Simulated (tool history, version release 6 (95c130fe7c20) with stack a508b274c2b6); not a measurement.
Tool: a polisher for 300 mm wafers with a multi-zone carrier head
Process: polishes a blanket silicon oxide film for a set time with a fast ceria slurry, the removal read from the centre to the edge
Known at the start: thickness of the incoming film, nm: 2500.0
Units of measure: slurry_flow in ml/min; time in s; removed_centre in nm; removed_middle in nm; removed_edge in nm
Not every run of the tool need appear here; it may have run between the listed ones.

| run | hour | slurry_flow | centre_zone | middle_zone | edge_zone | time | removed_centre | removed_middle | removed_edge |
|---|---|---|---|---|---|---|---|---|---|
| 1 | 0.0 | 205 | 1.00 | 1.00 | 1.00 | 42 | 704.53 | 708.86 | 742.14 |
| 2 | 1.6 | 205 | 1.00 | 1.03 | 1.00 | 42 | 703.74 | 729.56 | 718.76 |
| 3 | 6.2 | 205 | 1.00 | 1.09 | 1.00 | 42 | 710.69 | 758.33 | 729.82 |
| 4 | 6.9 | 205 | 1.00 | 1.04 | 1.00 | 42 | 705.40 | 744.65 | 739.55 |
| 5 | 14.5 | 215 | 1.04 | 1.04 | 1.04 | 43 | 772.42 | 752.39 | 772.99 |
| 6 | 19.8 | 180 | 1.04 | 1.04 | 1.04 | 43 | 730.26 | 729.75 | 757.87 |
| 7 | 27.8 | 200 | 1.06 | 1.05 | 1.07 | 44 | 784.98 | 771.69 | 785.89 |
| 8 | 35.0 | 215 | 1.07 | 1.04 | 1.09 | 45 | 812.89 | 802.42 | 822.38 |
| 9 | 38.1 | 230 | 1.09 | 1.03 | 1.10 | 45 | 825.42 | 793.27 | 858.72 |
| 10 | 39.7 | 240 | 1.12 | 1.04 | 1.09 | 45 | 849.28 | 808.12 | 816.85 |
| 11 | 44.0 | 245 | 1.14 | 1.03 | 1.11 | 46 | 884.12 | 823.78 | 860.31 |
| 12 | 46.7 | 250 | 1.15 | 1.02 | 1.12 | 46 | 915.29 | 831.06 | 848.66 |

Run 13, settings as shown, results not yet in. Your forecast:
| 13 | 50.2 | 255 | 1.15 | 1.01 | 1.13 | 46 | ? | ? | ? |

Run 13 measured removed_centre 916.71 nm, removed_middle 804.41 nm, removed_edge 879.04 nm.
